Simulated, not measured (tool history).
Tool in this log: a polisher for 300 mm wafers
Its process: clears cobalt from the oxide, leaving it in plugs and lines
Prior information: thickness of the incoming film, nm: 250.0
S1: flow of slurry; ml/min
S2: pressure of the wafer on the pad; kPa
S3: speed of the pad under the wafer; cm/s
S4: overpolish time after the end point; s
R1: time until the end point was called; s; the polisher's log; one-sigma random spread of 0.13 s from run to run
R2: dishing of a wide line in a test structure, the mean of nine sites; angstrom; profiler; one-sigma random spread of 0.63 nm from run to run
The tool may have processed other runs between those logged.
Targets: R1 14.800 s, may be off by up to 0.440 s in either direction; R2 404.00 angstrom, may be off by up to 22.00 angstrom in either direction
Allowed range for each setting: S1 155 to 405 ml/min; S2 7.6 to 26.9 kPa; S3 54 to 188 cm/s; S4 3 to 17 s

run,hour,S1,S2,S3,S4,R1,R2
1,0.0,260,17.2,120,9,25.387,467.63
2,2.2,265,19.3,120,7,22.230,449.16
3,5.7,265,19.3,104,7,25.876,402.42
4,12.2,265,22.8,104,7,21.872,455.92
5,16.3,265,25.5,104,7,19.918,485.96
6,19.8,290,25.5,110,6,18.661,450.51
7,21.7,335,26.9,128,3,15.204,329.29
8,26.3,320,26.9,130,3,14.823,333.48
9,26.9,315,26.9,130,3,14.959,325.82

Exactly one of the 4 candidate moves below puts every result within its allowed miss. Which one?
A,27.5,285,23.4,150,4,?,?
B,27.5,335,26.9,142,3,?,?
C,27.5,275,22.8,156,5,?,?
D,27.5,350,26.9,138,3,?,?

move,R1,R2
A,14.775,396.40
B,13.429,348.31
C,14.693,455.55
D,13.760,342.45
A: each result inside its tolerance
B: nearer the targets than the last run, but a result is still out of spec
C: pushes the last run's worst result past its target
D: nearer the targets than the last run, but a result is still out of spec
Go with A: it meets all targets.
